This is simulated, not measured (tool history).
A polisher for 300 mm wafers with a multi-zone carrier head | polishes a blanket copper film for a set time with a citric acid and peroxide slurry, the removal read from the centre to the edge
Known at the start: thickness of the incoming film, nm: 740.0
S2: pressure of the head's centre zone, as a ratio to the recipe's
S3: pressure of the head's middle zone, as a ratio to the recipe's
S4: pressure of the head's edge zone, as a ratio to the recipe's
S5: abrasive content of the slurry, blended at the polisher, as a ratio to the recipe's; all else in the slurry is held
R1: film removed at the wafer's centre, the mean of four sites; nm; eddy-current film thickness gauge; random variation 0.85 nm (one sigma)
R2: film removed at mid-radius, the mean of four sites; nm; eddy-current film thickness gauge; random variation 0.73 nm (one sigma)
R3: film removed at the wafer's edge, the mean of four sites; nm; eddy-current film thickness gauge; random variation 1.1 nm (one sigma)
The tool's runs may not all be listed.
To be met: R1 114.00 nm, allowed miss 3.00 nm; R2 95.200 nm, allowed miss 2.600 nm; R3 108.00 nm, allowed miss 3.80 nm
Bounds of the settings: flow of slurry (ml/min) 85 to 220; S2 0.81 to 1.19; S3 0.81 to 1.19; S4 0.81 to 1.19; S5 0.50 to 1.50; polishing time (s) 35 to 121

Run 1, hour 0.0: flow of slurry (ml/min) 140, S2 1.00, S3 1.00, S4 1.00, S5 1.00, polishing time (s) 78. Result: R1 176.29 nm, R2 174.510 nm, R3 181.57 nm.
Run 2, hour 2.1: flow of slurry (ml/min) 140, S2 1.00, S3 1.00, S4 1.00, S5 1.00, polishing time (s) 65. Result: R1 146.81 nm, R2 148.840 nm, R3 151.97 nm.
Run 3, hour 8.9: flow of slurry (ml/min) 140, S2 1.00, S3 1.00, S4 1.00, S5 1.00, polishing time (s) 76. Result: R1 172.69 nm, R2 172.060 nm, R3 172.68 nm.
Run 4, hour 9.9: flow of slurry (ml/min) 140, S2 1.00, S3 1.00, S4 0.95, S5 1.00, polishing time (s) 76. Result: R1 172.68 nm, R2 173.390 nm, R3 169.11 nm.
Run 5, hour 12.2: flow of slurry (ml/min) 135, S2 1.01, S3 0.97, S4 0.94, S5 0.95, polishing time (s) 73. Result: R1 166.31 nm, R2 158.850 nm, R3 160.41 nm.
Run 6, hour 14.4: flow of slurry (ml/min) 135, S2 1.01, S3 0.97, S4 0.94, S5 0.80, polishing time (s) 73. Result: R1 161.70 nm, R2 154.280 nm, R3 159.72 nm.
Run 7, hour 20.6: flow of slurry (ml/min) 130, S2 1.01, S3 0.95, S4 0.92, S5 0.75, polishing time (s) 69. Result: R1 149.18 nm, R2 142.320 nm, R3 145.19 nm.
Run 8, hour 24.7: flow of slurry (ml/min) 125, S2 1.02, S3 0.93, S4 0.92, S5 0.70, polishing time (s) 67. Result: R1 141.99 nm, R2 131.930 nm, R3 140.93 nm.
Run 9, hour 25.3: flow of slurry (ml/min) 120, S2 1.03, S3 0.91, S4 0.90, S5 0.65, polishing time (s) 65. Result: R1 139.22 nm, R2 124.860 nm, R3 131.97 nm.
Run 10, hour 30.6: flow of slurry (ml/min) 115, S2 1.03, S3 0.89, S4 0.89, S5 0.65, polishing time (s) 64. Result: R1 134.60 nm, R2 119.470 nm, R3 129.39 nm.
Run 11, hour 32.2: flow of slurry (ml/min) 110, S2 1.03, S3 0.88, S4 0.88, S5 0.65, polishing time (s) 63. Result: R1 131.08 nm, R2 115.690 nm, R3 122.74 nm.
Run 12, hour 36.5: flow of slurry (ml/min) 105, S2 1.03, S3 0.87, S4 0.88, S5 0.65, polishing time (s) 62. Result: R1 128.08 nm, R2 111.800 nm, R3 121.59 nm.
Run 13, hour 37.3: flow of slurry (ml/min) 100, S2 1.03, S3 0.86, S4 0.88, S5 0.65, polishing time (s) 61. Result: R1 123.46 nm, R2 104.620 nm, R3 118.89 nm.

Which of these 5 next moves meets every target?
Run A, hour 38.1: flow of slurry (ml/min) 105, S2 1.16, S3 0.91, S4 0.81, S5 0.50, polishing time (s) 56. Result: R1 ?, R2 ?, R3 ?.
Run B, hour 38.1: flow of slurry (ml/min) 85, S2 0.95, S3 0.84, S4 0.88, S5 0.50, polishing time (s) 70. Result: R1 ?, R2 ?, R3 ?.
Run C, hour 38.1: flow of slurry (ml/min) 100, S2 1.02, S3 0.86, S4 1.05, S5 0.90, polishing time (s) 64. Result: R1 ?, R2 ?, R3 ?.
Run D, hour 38.1: flow of slurry (ml/min) 85, S2 0.95, S3 0.84, S4 0.84, S5 0.65, polishing time (s) 61. Result: R1 ?, R2 ?, R3 ?.
Run E, hour 38.1: flow of slurry (ml/min) 95, S2 1.04, S3 0.83, S4 0.86, S5 0.70, polishing time (s) 56. Result: R1 ?, R2 ?, R3 ?.

move      R1       R2      R3
   A  127.19  101.100  104.49
   B  121.65  111.860  130.42
   C  135.52  117.320  143.52
   D  109.29  100.500  114.81
   E  115.03   95.092  109.76
A: further off than the last run
B: further off than the last run
C: further off than the last run
D: nearer than the last run, and not there yet
E: meets every target
Move E is the one to make.
